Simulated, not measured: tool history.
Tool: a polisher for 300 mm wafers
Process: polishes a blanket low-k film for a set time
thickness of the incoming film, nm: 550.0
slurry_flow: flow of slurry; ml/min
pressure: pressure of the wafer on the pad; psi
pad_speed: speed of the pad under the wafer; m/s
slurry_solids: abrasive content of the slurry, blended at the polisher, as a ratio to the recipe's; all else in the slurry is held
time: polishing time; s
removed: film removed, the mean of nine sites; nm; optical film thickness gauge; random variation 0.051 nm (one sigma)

run  hour  slurry_flow  pressure  pad_speed  slurry_solids  time  removed
  1     0          305       1.5       1.18              1    43   16.901
  2   4.5          260       1.5       1.18              1    43    16.76
  3  10.4          260       1.3        1.1              1    43   13.679
  4  15.1          220       1.3        1.1              1    43   13.642
  5  20.1          220       1.3        1.1              1    38   12.046
  6  25.2          220         1        1.1              1    38   9.4884

The next listed run, before its measurement:
  7  29.6          220       0.9        1.1              1    38        ?

{"run 7": {"removed": 8.5033}}
